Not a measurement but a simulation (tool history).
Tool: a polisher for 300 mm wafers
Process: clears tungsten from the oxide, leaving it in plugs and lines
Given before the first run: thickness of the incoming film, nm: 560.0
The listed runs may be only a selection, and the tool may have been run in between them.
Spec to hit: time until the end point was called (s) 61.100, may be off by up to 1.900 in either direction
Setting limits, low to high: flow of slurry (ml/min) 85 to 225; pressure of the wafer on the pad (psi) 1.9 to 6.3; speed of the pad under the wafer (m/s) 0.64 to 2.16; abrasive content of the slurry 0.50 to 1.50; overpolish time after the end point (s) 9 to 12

run,hour,flow of slurry (ml/min),pressure of the wafer on the pad (psi),speed of the pad under the wafer (m/s),abrasive content of the slurry,overpolish time after the end point (s),time until the end point was called (s)
1,0.0,145,4.1,1.40,1.00,12,81.563
2,6.3,150,4.3,1.40,1.00,12,75.303
3,12.2,150,3.8,1.40,1.00,12,86.304
4,13.9,160,4.0,1.40,1.00,12,81.014
5,16.2,160,3.5,1.40,1.00,12,93.004
6,17.9,160,3.5,1.40,1.00,9,92.712
7,25.6,165,3.8,1.40,1.00,9,86.631
8,32.6,165,4.1,1.40,1.00,9,80.502
9,39.3,165,4.3,1.40,1.00,9,76.425
10,40.2,165,4.5,1.40,1.00,9,72.581
11,42.5,165,4.6,1.40,1.00,9,71.298
12,49.1,165,4.7,1.40,1.00,9,68.463
13,55.7,165,4.8,1.40,1.00,9,67.783
14,64.1,165,4.9,1.40,1.00,9,67.807
15,66.2,165,5.0,1.40,1.00,9,65.460
16,74.3,165,5.1,1.40,1.00,9,65.540

Which single option among these 5 for the next run brings every result within its allowed miss of target? Just one does.
A,82.4,155,5.2,1.42,0.90,12,?
B,82.4,140,4.9,1.44,1.00,12,?
C,82.4,200,5.3,1.24,1.05,9,?
D,82.4,155,4.9,1.46,0.85,12,?
E,82.4,135,5.7,1.28,1.20,10,?

move,time until the end point was called (s)
A,64.074
B,66.797
C,65.662
D,67.140
E,61.149
A: closer than the last run, but not yet in spec
B: lands further from the targets than the last run did
C: as far off as the last run
D: lands further from the targets than the last run did
E: in spec on every target
So the answer is move E, the one that meets all the targets.
